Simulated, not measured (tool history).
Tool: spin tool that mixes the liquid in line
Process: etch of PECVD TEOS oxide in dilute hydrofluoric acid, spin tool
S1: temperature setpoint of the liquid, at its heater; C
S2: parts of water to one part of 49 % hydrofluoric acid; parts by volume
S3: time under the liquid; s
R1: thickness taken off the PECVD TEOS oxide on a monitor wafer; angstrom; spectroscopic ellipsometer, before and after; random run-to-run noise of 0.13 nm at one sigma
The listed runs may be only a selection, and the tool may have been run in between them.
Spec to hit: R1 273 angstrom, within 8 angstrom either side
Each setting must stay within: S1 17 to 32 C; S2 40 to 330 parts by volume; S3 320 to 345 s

run 1 hour=0 | S1=24 S2=185 S3=320 | R1=306.89
run 2 hour=4.8 | S1=23.5 S2=185 S3=320 | R1=299.51
run 3 hour=9.7 | S1=23.5 S2=150 S3=320 | R1=384.89
run 4 hour=17.3 | S1=23.5 S2=150 S3=320 | R1=388.33
run 5 hour=25.1 | S1=22.5 S2=155 S3=320 | R1=359.06
run 6 hour=25.8 | S1=22.5 S2=155 S3=345 | R1=384.54
run 7 hour=30.3 | S1=21.5 S2=155 S3=345 | R1=373.06
run 8 hour=30.9 | S1=17.5 S2=185 S3=345 | R1=258.88
run 9 hour=34.9 | S1=18 S2=185 S3=345 | R1=263.08

Next run, 4 choices. One meets every target within its allowed miss, the rest don't. Which?
run A hour=38.9 | S1=17.5 S2=185 S3=345 | R1=?
run B hour=38.9 | S1=19.5 S2=190 S3=345 | R1=?
run C hour=38.9 | S1=17 S2=165 S3=345 | R1=?
run D hour=38.9 | S1=21 S2=215 S3=345 | R1=?

move=A R1=255.56
move=B R1=268.01
move=C R1=286.18
move=D R1=244.81
A: further off than the last run
B: every result within its allowed miss
C: moves the result that the last run missed by most past its target, out the other side
D: further off than the last run
Correct choice: B, which meets every target
